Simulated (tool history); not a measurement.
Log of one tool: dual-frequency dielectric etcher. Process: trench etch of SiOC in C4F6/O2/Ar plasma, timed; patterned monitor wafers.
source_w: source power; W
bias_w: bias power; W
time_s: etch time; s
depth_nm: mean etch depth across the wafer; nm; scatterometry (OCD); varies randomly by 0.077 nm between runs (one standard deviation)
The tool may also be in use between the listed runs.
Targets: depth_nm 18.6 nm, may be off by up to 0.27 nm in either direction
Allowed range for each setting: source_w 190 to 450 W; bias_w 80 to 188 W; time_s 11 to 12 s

| run | hour | source_w | bias_w | time_s | depth_nm |
|---|---|---|---|---|---|
| 1 | 0 | 320 | 134 | 12 | 21.537 |
| 2 | 6.4 | 300 | 133 | 12 | 20.887 |
| 3 | 8.9 | 290 | 132 | 12 | 20.686 |
| 4 | 13.5 | 290 | 143 | 12 | 21.214 |
| 5 | 18.4 | 280 | 142 | 12 | 20.89 |
| 6 | 24.3 | 270 | 141 | 12 | 20.772 |
| 7 | 30.9 | 260 | 138 | 12 | 20.301 |
| 8 | 34.5 | 250 | 137 | 12 | 19.885 |
| 9 | 39.2 | 240 | 137 | 12 | 19.906 |
| 10 | 47.8 | 230 | 135 | 12 | 19.424 |
| 11 | 53.1 | 220 | 135 | 12 | 19.232 |

5 candidate next runs follow, results not yet known. Just one meets every target within its allowed miss. Identify it.
| A | 58.4 | 260 | 140 | 11.5 | ? |
| B | 58.4 | 200 | 146 | 12 | ? |
| C | 58.4 | 200 | 132 | 12 | ? |
| D | 58.4 | 260 | 138 | 11.5 | ? |
| E | 58.4 | 210 | 112 | 12 | ? |

| move | depth_nm |
|---|---|
| A | 19.625 |
| B | 19.297 |
| C | 18.624 |
| D | 19.527 |
| E | 17.834 |
A: the biggest miss grows against the last run
B: the biggest miss grows against the last run
C: each result inside its tolerance
D: the biggest miss grows against the last run
E: takes the result that was furthest off past its target
Correct choice: C, which meets every target
